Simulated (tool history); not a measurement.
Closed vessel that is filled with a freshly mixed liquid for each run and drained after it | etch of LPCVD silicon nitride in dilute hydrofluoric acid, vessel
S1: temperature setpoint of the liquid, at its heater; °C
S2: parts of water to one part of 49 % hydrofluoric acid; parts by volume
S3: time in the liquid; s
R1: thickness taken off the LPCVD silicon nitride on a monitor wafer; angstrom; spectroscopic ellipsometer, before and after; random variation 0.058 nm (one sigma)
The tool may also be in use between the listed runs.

run  hour    S1   S2    S3      R1
  1   0.0  24.0  180  2800  69.077
  2   4.8  24.0  180  3005  73.008
  3   5.9  23.5  180  3005  72.909
  4   9.4  23.0  180  3005  70.504
  5  12.1  22.5  180  3005  68.434
  6  16.9  22.0  180  3005  64.112

Run 7 comes next. What will it give?
  7  22.0  22.0  180  3005   ?

Run 7 gave R1 66.455 angstrom.
